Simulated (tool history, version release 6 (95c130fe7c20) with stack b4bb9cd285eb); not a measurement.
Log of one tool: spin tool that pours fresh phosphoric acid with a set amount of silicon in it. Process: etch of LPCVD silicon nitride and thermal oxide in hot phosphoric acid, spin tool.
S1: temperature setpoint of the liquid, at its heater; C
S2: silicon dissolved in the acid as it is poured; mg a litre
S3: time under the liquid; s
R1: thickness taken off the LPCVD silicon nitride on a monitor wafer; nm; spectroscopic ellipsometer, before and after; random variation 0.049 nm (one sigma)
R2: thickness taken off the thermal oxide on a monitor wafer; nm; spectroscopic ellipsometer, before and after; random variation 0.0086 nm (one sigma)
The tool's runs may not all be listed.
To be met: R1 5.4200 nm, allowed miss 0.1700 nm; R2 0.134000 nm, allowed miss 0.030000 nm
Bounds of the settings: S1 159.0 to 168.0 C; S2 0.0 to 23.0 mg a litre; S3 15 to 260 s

run	hour	S1	S2	S3	R1	R2
1	0.0	164.0	10.0	130	13.8110	0.359960
2	9.1	164.0	13.0	130	13.8910	0.358740
3	15.7	163.5	12.5	115	12.0080	0.284450
4	24.5	165.5	12.5	115	12.7490	0.363310
5	30.1	165.5	12.5	60	6.6377	0.187770
6	31.2	165.5	12.5	95	10.6650	0.286960
7	32.6	165.0	11.5	90	9.8357	0.271220
8	36.5	162.5	10.5	35	3.5453	0.091499
9	44.4	163.0	11.5	35	3.6131	0.097054
10	49.6	163.5	12.5	35	3.6783	0.094510
11	52.4	166.0	15.5	80	9.0746	0.247910
12	54.2	165.5	15.0	80	8.8946	0.244550
13	56.1	163.0	14.0	30	3.1271	0.078598
14	58.6	163.0	14.0	30	3.1511	0.069984
15	66.2	163.5	14.5	30	3.1293	0.079838
16	69.3	164.0	14.5	30	3.2007	0.070498
17	77.4	164.5	14.5	30	3.2229	0.079179
18	84.6	165.0	16.5	95	10.5740	0.274640
19	85.6	164.5	15.0	95	10.4270	0.280310
20	93.4	164.0	14.0	95	10.2130	0.222700
21	97.2	163.5	12.5	95	9.9279	0.242680
22	103.2	163.0	11.5	90	9.3184	0.244790
23	109.3	163.0	12.0	85	8.6755	0.205670
24	111.8	163.0	12.0	85	8.7646	0.205240
25	117.2	163.0	12.0	80	8.1869	0.197680
26	123.7	163.0	12.0	75	7.7679	0.166550

Which of these 4 next moves meets every target?
A	130.2	159.0	21.5	65	?	?
B	130.2	159.0	22.5	65	?	?
C	130.2	159.0	23.0	60	?	?
D	130.2	161.5	8.5	55	?	?

move	R1	R2
A	5.8720	0.104280
B	5.8720	0.101160
C	5.4203	0.091944
D	5.4033	0.147370
A: nearer than the last run, and not there yet
B: nearer than the last run, and not there yet
C: brings the result that was furthest off to its target, and leaves another outside
D: meets every target
The right move is D.
